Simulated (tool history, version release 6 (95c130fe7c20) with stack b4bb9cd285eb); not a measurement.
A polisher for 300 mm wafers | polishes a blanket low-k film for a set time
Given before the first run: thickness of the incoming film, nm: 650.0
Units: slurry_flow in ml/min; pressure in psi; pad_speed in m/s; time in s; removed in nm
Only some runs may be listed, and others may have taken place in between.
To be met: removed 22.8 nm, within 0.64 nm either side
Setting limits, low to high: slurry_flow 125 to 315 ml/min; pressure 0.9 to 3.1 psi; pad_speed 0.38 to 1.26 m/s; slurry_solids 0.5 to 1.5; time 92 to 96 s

run	hour	slurry_flow	pressure	pad_speed	slurry_solids	time	removed
1	0	205	2	0.82	1	92	30.953
2	2.3	205	2	0.82	1	92	30.821
3	6.2	205	1.9	0.82	1	92	29.711
4	12.3	205	1.9	0.82	1	96	31.117
5	16.1	205	1.9	0.82	1	96	30.914
6	20.2	205	1.8	0.82	1	96	29.491
7	29	195	1.5	0.82	1	96	25.659
8	32.7	195	1.4	0.82	1	96	23.981

Below are 4 possible settings for the next run. Only one of them brings all results inside the allowed miss of their targets. Which is it?
A	36.4	200	1.3	0.86	1.15	96	?
B	36.4	220	1.4	0.82	0.95	92	?
C	36.4	190	1.3	0.72	1.1	96	?
D	36.4	260	1.4	0.76	0.9	92	?

move	removed
A	25.421
B	22.77
C	21.406
D	21.179
A: further off than the last run
B: hits every target within its allowed miss
C: pushes the last run's worst result past its target
D: pushes the last run's worst result past its target
The right move is B.
